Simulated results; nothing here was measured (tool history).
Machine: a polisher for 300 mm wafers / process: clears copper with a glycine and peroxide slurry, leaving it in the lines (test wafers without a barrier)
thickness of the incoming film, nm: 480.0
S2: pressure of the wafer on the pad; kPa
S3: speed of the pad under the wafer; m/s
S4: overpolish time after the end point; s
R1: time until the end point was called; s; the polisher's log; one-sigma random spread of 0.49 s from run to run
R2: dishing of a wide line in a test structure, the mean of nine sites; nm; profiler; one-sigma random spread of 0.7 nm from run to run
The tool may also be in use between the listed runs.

run 1 hour=0.0 | flow_of_slurry_(ml/min)=320 S2=22.8 S3=1.24 S4=9 | R1=68.185 R2=40.401
run 2 hour=5.9 | flow_of_slurry_(ml/min)=320 S2=26.2 S3=1.24 S4=9 | R1=59.630 R2=45.105
run 3 hour=14.0 | flow_of_slurry_(ml/min)=385 S2=26.2 S3=1.24 S4=9 | R1=59.354 R2=45.324
run 4 hour=15.3 | flow_of_slurry_(ml/min)=385 S2=29.0 S3=1.24 S4=9 | R1=54.251 R2=49.003
run 5 hour=18.9 | flow_of_slurry_(ml/min)=385 S2=31.0 S3=1.24 S4=9 | R1=51.824 R2=51.920
run 6 hour=27.6 | flow_of_slurry_(ml/min)=385 S2=31.0 S3=1.40 S4=9 | R1=45.838 R2=56.237
run 7 hour=33.7 | flow_of_slurry_(ml/min)=385 S2=31.7 S3=1.40 S4=9 | R1=45.700 R2=57.687

Predict the results of run 8:
run 8 hour=37.2 | flow_of_slurry_(ml/min)=385 S2=32.4 S3=1.40 S4=9 | R1=? R2=?

{"run 8": {"R1": 43.405, "R2": 57.486}}
